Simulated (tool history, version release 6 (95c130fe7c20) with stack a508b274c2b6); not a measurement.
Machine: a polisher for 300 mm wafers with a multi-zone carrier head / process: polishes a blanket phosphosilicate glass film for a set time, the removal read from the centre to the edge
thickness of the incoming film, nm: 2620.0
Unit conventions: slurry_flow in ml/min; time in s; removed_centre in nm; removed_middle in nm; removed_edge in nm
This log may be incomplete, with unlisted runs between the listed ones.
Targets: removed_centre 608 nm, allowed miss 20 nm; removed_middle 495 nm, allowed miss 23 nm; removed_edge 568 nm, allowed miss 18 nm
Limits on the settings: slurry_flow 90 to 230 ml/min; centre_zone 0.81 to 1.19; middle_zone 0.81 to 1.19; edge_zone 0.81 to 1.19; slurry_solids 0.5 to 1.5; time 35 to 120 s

| run | day | slurry_flow | centre_zone | middle_zone | edge_zone | slurry_solids | time | removed_centre | removed_middle | removed_edge |
|---|---|---|---|---|---|---|---|---|---|---|
| 1 | 0 | 150 | 1 | 1 | 1 | 1 | 77 | 406.91 | 404.19 | 396.48 |
| 2 | 0.167 | 155 | 1.02 | 0.99 | 1.02 | 1.1 | 77 | 425.59 | 407.07 | 415.54 |
| 3 | 0.375 | 160 | 1.04 | 0.99 | 1.04 | 1.15 | 78 | 453.87 | 423.64 | 440.17 |
| 4 | 0.404 | 180 | 1.04 | 0.99 | 1.04 | 1.15 | 78 | 456.88 | 429.17 | 444.95 |
| 5 | 0.7 | 180 | 1.01 | 0.99 | 1.04 | 1.15 | 78 | 450.32 | 439.82 | 437.41 |
| 6 | 0.792 | 180 | 1.01 | 0.99 | 0.97 | 1.15 | 78 | 452.99 | 427.11 | 427 |
| 7 | 0.892 | 180 | 1.03 | 0.99 | 0.99 | 1.2 | 79 | 458.16 | 444.32 | 445.23 |
| 8 | 0.938 | 185 | 1.05 | 0.98 | 0.99 | 1.25 | 80 | 484.09 | 455.59 | 460.13 |
| 9 | 1.079 | 190 | 1.07 | 0.97 | 1.01 | 1.3 | 81 | 513.3 | 467.78 | 482.02 |
| 10 | 1.125 | 205 | 1.15 | 0.92 | 1.11 | 1.5 | 82 | 601.44 | 466.8 | 535.97 |
| 11 | 1.2 | 205 | 1.15 | 0.92 | 1.12 | 1.5 | 82 | 594.05 | 478.07 | 536.44 |
| 12 | 1.517 | 205 | 1.15 | 0.92 | 1.13 | 1.5 | 82 | 592.22 | 475.15 | 541.55 |

4 candidate next runs follow, results not yet known. Just one meets every target within its allowed miss. Identify it.
| A | 1.833 | 175 | 1.14 | 0.92 | 1.15 | 1.5 | 87 | ? | ? | ? |
| B | 1.833 | 200 | 1.11 | 0.93 | 1.09 | 1.5 | 84 | ? | ? | ? |
| C | 1.833 | 190 | 1.15 | 0.85 | 1.19 | 1.5 | 83 | ? | ? | ? |
| D | 1.833 | 190 | 1.09 | 0.82 | 1.15 | 1.35 | 89 | ? | ? | ? |

| move | removed_centre | removed_middle | removed_edge |
|---|---|---|---|
| A | 619.75 | 488.75 | 570.91 |
| B | 592.11 | 483.2 | 542.63 |
| C | 602.23 | 440.61 | 558.15 |
| D | 589.99 | 442.63 | 567.73 |
A: each result inside its tolerance
B: neither nearer nor further off than the last run
C: the worst result of the last run now meets its target, but another is out of spec
D: the worst result of the last run now meets its target, but another is out of spec
Correct choice: A, which meets every target
